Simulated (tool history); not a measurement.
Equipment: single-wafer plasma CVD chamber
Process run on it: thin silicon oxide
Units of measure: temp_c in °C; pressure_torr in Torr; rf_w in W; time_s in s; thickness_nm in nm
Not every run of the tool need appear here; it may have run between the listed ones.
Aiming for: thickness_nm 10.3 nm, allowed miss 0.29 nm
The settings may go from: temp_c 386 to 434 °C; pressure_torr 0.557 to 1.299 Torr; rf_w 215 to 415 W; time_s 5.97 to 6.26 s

run,hour,temp_c,pressure_torr,rf_w,time_s,thickness_nm
1,0,410,0.928,315,6.26,12.385
2,0.7,410,0.928,315,6.26,12.451
3,4.8,410,0.928,315,5.97,11.811
4,7.8,410,0.888,315,5.97,11.547
5,14.1,410,0.888,315,6.26,12.093
6,19.3,410,0.834,310,6.25,11.6
7,24.5,410,0.792,305,6.24,11.315
# hour 27.7: capacitance manometer re-zeroed and calibrated
8,27.7,410,0.756,300,6.23,11.416
9,33.7,410,0.756,300,6.23,11.345
10,36.5,410,0.715,300,6.17,10.892
11,44.3,410,0.692,300,6.15,10.737

5 next moves are on the table. One of them brings every result within its allowed miss. Which?
A,52.1,409,0.805,280,6.04,?
B,52.1,419,0.581,345,6.23,?
C,52.1,406,0.708,300,6.07,?
D,52.1,403,0.662,320,6.26,?
E,52.1,411,0.57,315,6.04,?

move,thickness_nm
A,11.083
B,10.433
C,10.75
D,10.992
E,9.7389
A: its largest miss is bigger than the last run's
B: every result lands within tolerance
C: about the same distance from the targets as the last run
D: its largest miss is bigger than the last run's
E: the result that was furthest off in the last run now lies on the other side of its target
The move that meets every target is B.

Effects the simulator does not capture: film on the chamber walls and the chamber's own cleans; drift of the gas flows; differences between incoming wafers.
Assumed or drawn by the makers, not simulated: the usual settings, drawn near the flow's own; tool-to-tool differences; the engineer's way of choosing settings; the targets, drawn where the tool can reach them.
